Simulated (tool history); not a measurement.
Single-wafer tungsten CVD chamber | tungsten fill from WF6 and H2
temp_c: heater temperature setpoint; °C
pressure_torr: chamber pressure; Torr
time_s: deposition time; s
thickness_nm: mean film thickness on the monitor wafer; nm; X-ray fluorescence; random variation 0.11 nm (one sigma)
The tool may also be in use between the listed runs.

run 1 hour=0 | temp_c=385 pressure_torr=46.3 time_s=16.7 | thickness_nm=49.983
run 2 hour=1.8 | temp_c=385 pressure_torr=51 time_s=16.7 | thickness_nm=52.713
run 3 hour=6.4 | temp_c=385 pressure_torr=51 time_s=16.7 | thickness_nm=53.047
run 4 hour=13.4 | temp_c=377 pressure_torr=51 time_s=16.7 | thickness_nm=46.039
run 5 hour=18.9 | temp_c=377 pressure_torr=51 time_s=16.7 | thickness_nm=45.975
-- hour=19.8 thermocouple changed; heater temperature recalibrated
run 6 hour=19.8 | temp_c=377 pressure_torr=51 time_s=16.7 | thickness_nm=41.727
run 7 hour=24.5 | temp_c=375 pressure_torr=51 time_s=16.7 | thickness_nm=40.405
run 8 hour=32.3 | temp_c=373 pressure_torr=51 time_s=16.7 | thickness_nm=39.047
run 9 hour=33.3 | temp_c=372 pressure_torr=51 time_s=16.7 | thickness_nm=38.163
run 10 hour=36.8 | temp_c=371 pressure_torr=51 time_s=16.7 | thickness_nm=37.356
run 11 hour=38.1 | temp_c=370 pressure_torr=51 time_s=16.7 | thickness_nm=36.895
run 12 hour=44.9 | temp_c=369 pressure_torr=51 time_s=16.7 | thickness_nm=36.124

The next listed run, before its measurement:
run 13 hour=48 | temp_c=368 pressure_torr=51 time_s=16.7 | thickness_nm=?

thickness_nm: 35.4 nm

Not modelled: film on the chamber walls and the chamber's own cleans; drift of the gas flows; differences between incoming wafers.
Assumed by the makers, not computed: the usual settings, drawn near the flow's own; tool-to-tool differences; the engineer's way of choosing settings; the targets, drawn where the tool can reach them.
